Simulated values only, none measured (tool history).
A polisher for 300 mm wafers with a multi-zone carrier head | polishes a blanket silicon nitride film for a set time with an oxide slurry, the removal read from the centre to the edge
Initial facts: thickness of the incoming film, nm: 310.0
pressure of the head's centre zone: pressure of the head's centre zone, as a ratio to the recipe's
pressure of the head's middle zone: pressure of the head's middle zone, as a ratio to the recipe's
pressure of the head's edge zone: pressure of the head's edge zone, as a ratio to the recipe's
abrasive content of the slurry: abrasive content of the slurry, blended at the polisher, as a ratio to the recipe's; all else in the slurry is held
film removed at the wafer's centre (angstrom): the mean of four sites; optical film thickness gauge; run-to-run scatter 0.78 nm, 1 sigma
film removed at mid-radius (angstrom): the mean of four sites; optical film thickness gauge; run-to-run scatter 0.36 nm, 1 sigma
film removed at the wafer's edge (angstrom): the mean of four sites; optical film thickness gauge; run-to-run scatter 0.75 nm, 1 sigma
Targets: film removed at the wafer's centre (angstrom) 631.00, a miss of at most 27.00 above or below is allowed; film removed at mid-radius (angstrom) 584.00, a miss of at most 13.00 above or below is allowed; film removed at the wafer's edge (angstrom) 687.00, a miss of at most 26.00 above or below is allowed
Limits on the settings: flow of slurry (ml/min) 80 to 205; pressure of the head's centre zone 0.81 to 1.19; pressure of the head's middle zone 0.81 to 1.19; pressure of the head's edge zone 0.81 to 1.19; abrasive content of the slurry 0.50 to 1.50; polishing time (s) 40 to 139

| run | hour | flow of slurry (ml/min) | pressure of the head's centre zone | pressure of the head's middle zone | pressure of the head's edge zone | abrasive content of the slurry | polishing time (s) | film removed at the wafer's centre (angstrom) | film removed at mid-radius (angstrom) | film removed at the wafer's edge (angstrom) |
|---|---|---|---|---|---|---|---|---|---|---|
| 1 | 0.0 | 135 | 1.00 | 1.00 | 1.00 | 1.00 | 89 | 444.96 | 459.03 | 472.60 |
| 2 | 6.6 | 140 | 1.01 | 0.99 | 1.03 | 1.10 | 89 | 482.02 | 484.23 | 509.02 |
| 3 | 7.8 | 145 | 1.01 | 0.98 | 1.06 | 1.15 | 89 | 488.16 | 492.34 | 516.39 |
| 4 | 9.9 | 135 | 1.02 | 0.96 | 1.08 | 1.20 | 92 | 497.87 | 494.73 | 544.72 |
| 5 | 17.1 | 135 | 1.02 | 0.96 | 1.08 | 1.30 | 92 | 520.69 | 509.09 | 562.24 |
| 6 | 25.6 | 150 | 1.02 | 0.96 | 1.08 | 1.30 | 92 | 543.71 | 528.15 | 557.50 |
| 7 | 34.3 | 145 | 1.03 | 0.96 | 1.10 | 1.35 | 94 | 566.30 | 544.26 | 585.97 |
| 8 | 38.5 | 140 | 1.03 | 0.95 | 1.11 | 1.40 | 96 | 562.55 | 553.10 | 602.71 |
| 9 | 46.4 | 140 | 1.03 | 0.95 | 1.11 | 1.40 | 96 | 563.04 | 547.55 | 612.24 |
| 10 | 52.4 | 140 | 1.04 | 0.95 | 1.12 | 1.40 | 97 | 584.48 | 556.43 | 619.48 |
| 11 | 54.4 | 140 | 1.04 | 0.95 | 1.13 | 1.40 | 98 | 575.57 | 562.83 | 623.18 |
| 12 | 61.3 | 140 | 1.05 | 0.94 | 1.14 | 1.40 | 99 | 592.58 | 554.87 | 644.73 |
| 13 | 69.6 | 140 | 1.05 | 0.94 | 1.15 | 1.40 | 99 | 592.16 | 562.28 | 633.68 |
| 14 | 76.5 | 140 | 1.05 | 0.94 | 1.15 | 1.40 | 100 | 596.57 | 566.20 | 645.07 |

Which one of the following 5 next-run settings gets every result inside its allowed miss? There is exactly one.
| A | 83.4 | 120 | 1.02 | 0.85 | 1.19 | 1.35 | 112 | ? | ? | ? |
| B | 83.4 | 110 | 0.98 | 0.94 | 1.17 | 1.45 | 113 | ? | ? | ? |
| C | 83.4 | 110 | 1.07 | 0.93 | 1.10 | 1.35 | 116 | ? | ? | ? |
| D | 83.4 | 125 | 1.10 | 0.95 | 1.19 | 1.30 | 102 | ? | ? | ? |
| E | 83.4 | 145 | 1.06 | 0.92 | 1.17 | 1.40 | 95 | ? | ? | ? |

| move | film removed at the wafer's centre (angstrom) | film removed at mid-radius (angstrom) | film removed at the wafer's edge (angstrom) |
|---|---|---|---|
| A | 610.46 | 536.59 | 697.30 |
| B | 583.94 | 580.54 | 698.23 |
| C | 628.62 | 575.80 | 681.04 |
| D | 596.22 | 537.52 | 632.36 |
| E | 589.81 | 529.24 | 622.71 |
A: brings the last run's worst result on target, with another outside its allowed miss
B: brings the last run's worst result on target, with another outside its allowed miss
C: hits every target within its allowed miss
D: moves away from the targets compared with the last run
E: moves away from the targets compared with the last run
C is the move that brings every result within its allowed miss.

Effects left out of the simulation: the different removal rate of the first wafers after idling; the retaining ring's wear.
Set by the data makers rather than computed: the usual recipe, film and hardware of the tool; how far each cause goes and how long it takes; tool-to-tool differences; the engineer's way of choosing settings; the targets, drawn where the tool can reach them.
